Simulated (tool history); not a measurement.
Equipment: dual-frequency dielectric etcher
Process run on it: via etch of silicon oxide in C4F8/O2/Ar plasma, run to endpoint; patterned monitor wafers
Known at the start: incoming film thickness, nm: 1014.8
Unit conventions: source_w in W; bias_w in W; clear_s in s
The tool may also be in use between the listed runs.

{"run": 1, "hour": 0.0, "source_w": 2290, "bias_w": 2269, "clear_s": 187.25}
{"run": 2, "hour": 1.7, "source_w": 2220, "bias_w": 2253, "clear_s": 189.15}
{"run": 3, "hour": 3.9, "source_w": 2220, "bias_w": 1854, "clear_s": 199.9}
{"run": 4, "hour": 11.7, "source_w": 2220, "bias_w": 2036, "clear_s": 193.47}
{"run": 5, "hour": 18.5, "source_w": 2220, "bias_w": 2433, "clear_s": 186.25}
{"run": 6, "hour": 21.4, "source_w": 2220, "bias_w": 2147, "clear_s": 191.85}
{"run": 7, "hour": 24.2, "source_w": 2160, "bias_w": 2132, "clear_s": 193.09}
{"run": 8, "hour": 30.9, "source_w": 2100, "bias_w": 2101, "clear_s": 198.93}
{"run": 9, "hour": 39.3, "source_w": 2070, "bias_w": 2096, "clear_s": 196.42}
{"run": 10, "hour": 40.5, "source_w": 2020, "bias_w": 2072, "clear_s": 199.16}
{"run": 11, "hour": 41.8, "source_w": 1980, "bias_w": 2058, "clear_s": 201.7}

What will run 12 give?
{"run": 12, "hour": 50.8, "source_w": 1950, "bias_w": 2049, "clear_s": "?"}

clear_s: 200.49 s
